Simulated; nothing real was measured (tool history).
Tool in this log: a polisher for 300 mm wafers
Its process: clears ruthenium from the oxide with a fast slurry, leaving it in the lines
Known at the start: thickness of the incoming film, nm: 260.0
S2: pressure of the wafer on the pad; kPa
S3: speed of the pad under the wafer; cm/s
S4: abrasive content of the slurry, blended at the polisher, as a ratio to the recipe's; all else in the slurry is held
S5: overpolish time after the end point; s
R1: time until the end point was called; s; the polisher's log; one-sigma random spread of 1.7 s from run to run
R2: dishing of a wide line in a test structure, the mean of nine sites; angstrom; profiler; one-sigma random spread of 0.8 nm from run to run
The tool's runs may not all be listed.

{"run": 1, "hour": 0.0, "flow of slurry (ml/min)": 205, "S2": 14.5, "S3": 78, "S4": 1, "S5": 14, "R1": 118.58, "R2": 248.49}
{"run": 2, "hour": 6.3, "flow of slurry (ml/min)": 205, "S2": 11.7, "S3": 78, "S4": 1, "S5": 14, "R1": 135.37, "R2": 221.98}
{"run": 3, "hour": 9.6, "flow of slurry (ml/min)": 205, "S2": 11, "S3": 78, "S4": 1, "S5": 16, "R1": 144.03, "R2": 252.29}
{"run": 4, "hour": 11.7, "flow of slurry (ml/min)": 205, "S2": 11, "S3": 78, "S4": 0.9, "S5": 16, "R1": 150.26, "R2": 231.83}
{"run": 5, "hour": 17.4, "flow of slurry (ml/min)": 205, "S2": 11, "S3": 78, "S4": 1, "S5": 16, "R1": 143.92, "R2": 241.66}
{"run": 6, "hour": 18.3, "flow of slurry (ml/min)": 205, "S2": 12.4, "S3": 78, "S4": 1, "S5": 16, "R1": 135.51, "R2": 260.42}
{"run": 7, "hour": 24.8, "flow of slurry (ml/min)": 205, "S2": 12.4, "S3": 78, "S4": 1, "S5": 17, "R1": 135.06, "R2": 286.51}
{"run": 8, "hour": 30.9, "flow of slurry (ml/min)": 205, "S2": 12.4, "S3": 78, "S4": 1, "S5": 18, "R1": 129.98, "R2": 298.31}

Run 9 is up next; what results do you expect?
{"run": 9, "hour": 40.0, "flow of slurry (ml/min)": 205, "S2": 11.7, "S3": 78, "S4": 1, "S5": 19, "R1": "?", "R2": "?"}

R1: 138.87 s
R2: 297.83 angstrom
